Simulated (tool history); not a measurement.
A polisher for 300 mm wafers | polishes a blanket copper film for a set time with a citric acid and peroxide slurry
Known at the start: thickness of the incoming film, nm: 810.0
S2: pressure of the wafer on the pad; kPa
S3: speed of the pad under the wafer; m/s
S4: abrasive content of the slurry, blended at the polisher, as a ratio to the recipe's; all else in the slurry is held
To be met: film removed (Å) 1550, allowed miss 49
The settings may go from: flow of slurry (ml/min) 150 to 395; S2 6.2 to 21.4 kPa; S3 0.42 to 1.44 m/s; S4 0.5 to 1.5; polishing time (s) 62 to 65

run 1 hour=0 | flow_of_slurry_(ml/min)=250 S2=13.8 S3=0.92 S4=1 polishing_time_(s)=62 | film_removed_(Å)=1029.4
run 2 hour=8 | flow_of_slurry_(ml/min)=250 S2=13.8 S3=0.92 S4=0.9 polishing_time_(s)=62 | film_removed_(Å)=1006
run 3 hour=10.6 | flow_of_slurry_(ml/min)=250 S2=15.2 S3=0.92 S4=0.9 polishing_time_(s)=62 | film_removed_(Å)=1081.6
run 4 hour=18.5 | flow_of_slurry_(ml/min)=250 S2=16.5 S3=0.92 S4=0.9 polishing_time_(s)=62 | film_removed_(Å)=1196.5
run 5 hour=24.4 | flow_of_slurry_(ml/min)=250 S2=16.5 S3=1.04 S4=0.9 polishing_time_(s)=62 | film_removed_(Å)=1350
run 6 hour=32.6 | flow_of_slurry_(ml/min)=250 S2=17.2 S3=1.04 S4=0.9 polishing_time_(s)=62 | film_removed_(Å)=1409.9
run 7 hour=35 | flow_of_slurry_(ml/min)=250 S2=17.2 S3=1.04 S4=0.9 polishing_time_(s)=62 | film_removed_(Å)=1398.7
run 8 hour=38.7 | flow_of_slurry_(ml/min)=250 S2=17.9 S3=1.04 S4=0.9 polishing_time_(s)=62 | film_removed_(Å)=1466.1

Which of these 4 next moves meets every target?
run A hour=42.4 | flow_of_slurry_(ml/min)=205 S2=19.3 S3=1.14 S4=0.9 polishing_time_(s)=62 | film_removed_(Å)=?
run B hour=42.4 | flow_of_slurry_(ml/min)=245 S2=19.3 S3=1.14 S4=0.8 polishing_time_(s)=62 | film_removed_(Å)=?
run C hour=42.4 | flow_of_slurry_(ml/min)=240 S2=20 S3=1.04 S4=0.95 polishing_time_(s)=63 | film_removed_(Å)=?
run D hour=42.4 | flow_of_slurry_(ml/min)=255 S2=18.6 S3=1.04 S4=0.95 polishing_time_(s)=63 | film_removed_(Å)=?

move=A film_removed_(Å)=1644.4
move=B film_removed_(Å)=1639
move=C film_removed_(Å)=1635.2
move=D film_removed_(Å)=1536.1
A: takes the result that was furthest off past its target
B: takes the result that was furthest off past its target
C: takes the result that was furthest off past its target
D: meets every target
The right move is D.
